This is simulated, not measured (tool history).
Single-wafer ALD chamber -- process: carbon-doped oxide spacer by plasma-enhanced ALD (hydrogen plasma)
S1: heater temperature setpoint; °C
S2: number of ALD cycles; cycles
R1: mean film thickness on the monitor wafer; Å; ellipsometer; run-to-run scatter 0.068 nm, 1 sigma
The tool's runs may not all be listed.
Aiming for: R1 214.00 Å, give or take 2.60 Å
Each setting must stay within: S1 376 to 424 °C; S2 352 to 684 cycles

run,hour,S1,S2,R1
1,0.0,400,518,267.14
2,8.7,403,482,244.10
3,14.3,411,482,238.08
4,18.0,414,471,230.30
5,21.6,414,400,195.71
6,24.3,414,454,221.14
7,32.4,416,453,220.02
8,34.8,418,451,218.42

5 next moves are on the table. One of them brings every result within its allowed miss. Which?
A,37.2,414,439,?
B,37.2,418,429,?
C,37.2,422,463,?
D,37.2,415,423,?
E,37.2,415,429,?

move,R1
A,215.67
B,207.73
C,220.93
D,207.07
E,210.00
A: in spec on every target
B: the result that was furthest off in the last run now lies on the other side of its target
C: its largest miss is bigger than the last run's
D: the result that was furthest off in the last run now lies on the other side of its target
E: the result that was furthest off in the last run now lies on the other side of its target
Answer: A
